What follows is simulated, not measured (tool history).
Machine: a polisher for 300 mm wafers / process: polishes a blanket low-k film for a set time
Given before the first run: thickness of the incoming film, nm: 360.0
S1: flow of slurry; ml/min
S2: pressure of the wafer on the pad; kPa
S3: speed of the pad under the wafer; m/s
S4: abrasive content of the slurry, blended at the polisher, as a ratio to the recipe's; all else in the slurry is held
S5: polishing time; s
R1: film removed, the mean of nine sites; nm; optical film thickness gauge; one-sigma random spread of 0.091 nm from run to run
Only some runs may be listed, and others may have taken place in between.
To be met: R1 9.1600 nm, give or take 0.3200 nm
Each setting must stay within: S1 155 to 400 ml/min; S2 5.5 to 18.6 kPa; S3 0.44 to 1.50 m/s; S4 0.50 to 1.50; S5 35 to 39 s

run,hour,S1,S2,S3,S4,S5,R1
1,0.0,255,11.7,0.96,1.00,39,11.1210
2,2.3,255,13.1,0.96,1.00,39,12.2570
3,6.6,255,13.1,1.06,1.00,39,12.9620
4,8.8,255,13.1,1.06,1.00,35,11.9010
5,16.5,255,13.1,1.06,1.20,35,12.2740
6,24.4,255,12.4,1.06,1.20,35,11.6570
7,32.2,255,11.7,1.06,1.20,35,11.1310
8,38.7,255,11.0,1.06,1.20,35,10.3390
9,41.6,255,10.3,1.06,1.20,35,9.7161

Below are 5 possible settings for the next run. Only one of them brings all results inside the allowed miss of their targets. Which is it?
A,44.5,205,11.0,1.06,1.25,36,?
B,44.5,275,10.3,0.88,1.25,36,?
C,44.5,260,11.7,1.02,1.15,35,?
D,44.5,370,7.6,1.46,1.05,39,?
E,44.5,165,11.7,1.20,0.85,38,?

move,R1
A,10.6690
B,9.4252
C,10.8390
D,9.7905
E,10.9980
A: the biggest miss grows against the last run
B: every result lands within tolerance
C: the biggest miss grows against the last run
D: the biggest miss grows against the last run
E: the biggest miss grows against the last run
Go with B: it meets all targets.

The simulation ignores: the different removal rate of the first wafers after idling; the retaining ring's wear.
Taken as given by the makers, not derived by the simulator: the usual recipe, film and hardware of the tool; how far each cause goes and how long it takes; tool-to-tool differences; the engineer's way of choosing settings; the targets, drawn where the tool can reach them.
